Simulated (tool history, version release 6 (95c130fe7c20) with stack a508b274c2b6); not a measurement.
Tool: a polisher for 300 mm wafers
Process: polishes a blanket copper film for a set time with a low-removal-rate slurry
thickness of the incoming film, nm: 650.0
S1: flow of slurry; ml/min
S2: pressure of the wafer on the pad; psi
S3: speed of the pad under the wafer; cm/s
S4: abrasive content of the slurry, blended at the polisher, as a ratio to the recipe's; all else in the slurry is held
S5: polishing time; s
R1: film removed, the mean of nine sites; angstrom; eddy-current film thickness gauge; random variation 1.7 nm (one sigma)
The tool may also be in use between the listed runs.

{"run": 1, "day": 0.0, "S1": 195, "S2": 2.4, "S3": 126, "S4": 1, "S5": 100, "R1": 3656.9}
{"run": 2, "day": 0.229, "S1": 190, "S2": 2, "S3": 120, "S4": 1, "S5": 100, "R1": 2911.4}
{"run": 3, "day": 0.417, "S1": 230, "S2": 2, "S3": 120, "S4": 1, "S5": 100, "R1": 3016.9}
{"run": 4, "day": 0.438, "S1": 220, "S2": 1.7, "S3": 116, "S4": 1, "S5": 100, "R1": 2489.2}
{"run": 5, "day": 0.529, "S1": 220, "S2": 1.7, "S3": 116, "S4": 1.2, "S5": 100, "R1": 2564.3}
{"run": 6, "day": 0.892, "S1": 210, "S2": 1.5, "S3": 114, "S4": 1.2, "S5": 100, "R1": 2175.2}

The next listed run, before its measurement:
{"run": 7, "day": 1.258, "S1": 190, "S2": 1.4, "S3": 114, "S4": 1.2, "S5": 100, "R1": "?"}

{"run 7": {"R1": 2063.6}}

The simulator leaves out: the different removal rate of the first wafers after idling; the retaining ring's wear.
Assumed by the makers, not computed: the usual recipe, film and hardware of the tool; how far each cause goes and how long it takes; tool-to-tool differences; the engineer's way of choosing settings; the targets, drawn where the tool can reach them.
